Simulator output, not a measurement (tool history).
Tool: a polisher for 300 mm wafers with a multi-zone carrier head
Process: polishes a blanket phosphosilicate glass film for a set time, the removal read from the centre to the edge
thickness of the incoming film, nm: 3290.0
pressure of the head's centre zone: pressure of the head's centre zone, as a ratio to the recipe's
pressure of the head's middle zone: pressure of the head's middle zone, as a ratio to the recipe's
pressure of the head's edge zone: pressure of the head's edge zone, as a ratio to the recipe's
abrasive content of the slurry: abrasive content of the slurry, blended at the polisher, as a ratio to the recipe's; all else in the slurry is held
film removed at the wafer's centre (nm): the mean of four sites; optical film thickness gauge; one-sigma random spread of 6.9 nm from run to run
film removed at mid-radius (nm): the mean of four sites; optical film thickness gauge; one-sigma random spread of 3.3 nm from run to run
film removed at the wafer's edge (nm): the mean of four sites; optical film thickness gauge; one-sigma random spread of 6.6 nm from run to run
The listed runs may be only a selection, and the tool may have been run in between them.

| run | hour | flow of slurry (ml/min) | pressure of the head's centre zone | pressure of the head's middle zone | pressure of the head's edge zone | abrasive content of the slurry | polishing time (s) | film removed at the wafer's centre (nm) | film removed at mid-radius (nm) | film removed at the wafer's edge (nm) |
|---|---|---|---|---|---|---|---|---|---|---|
| 1 | 0.0 | 210 | 1.00 | 1.00 | 1.00 | 1.00 | 79 | 660.25 | 644.33 | 649.30 |
| 2 | 8.4 | 210 | 1.00 | 1.00 | 1.00 | 0.90 | 79 | 627.56 | 621.74 | 637.33 |
| 3 | 9.1 | 200 | 1.01 | 0.96 | 0.96 | 0.85 | 78 | 591.67 | 579.67 | 589.00 |
| 4 | 11.9 | 190 | 1.03 | 0.92 | 0.95 | 0.85 | 78 | 598.25 | 545.08 | 570.47 |
| 5 | 12.7 | 180 | 1.04 | 0.90 | 0.95 | 0.85 | 78 | 615.99 | 533.15 | 568.50 |
| 6 | 13.5 | 180 | 1.04 | 0.93 | 0.95 | 0.85 | 78 | 608.18 | 544.57 | 583.00 |
| 7 | 14.2 | 175 | 1.04 | 0.91 | 0.93 | 0.85 | 78 | 609.91 | 533.82 | 567.10 |
| 8 | 18.2 | 170 | 1.04 | 0.89 | 0.92 | 0.85 | 78 | 584.85 | 519.24 | 560.15 |
| 9 | 19.2 | 165 | 1.05 | 0.88 | 0.91 | 0.85 | 78 | 599.14 | 511.03 | 559.42 |
| 10 | 25.4 | 165 | 1.05 | 0.87 | 0.89 | 0.85 | 78 | 583.02 | 504.33 | 548.83 |

What does the tool deliver on the next run?
| 11 | 32.9 | 160 | 1.06 | 0.87 | 0.88 | 0.85 | 78 | ? | ? | ? |

film removed at the wafer's centre (nm): 589.94
film removed at mid-radius (nm): 506.70
film removed at the wafer's edge (nm): 550.55
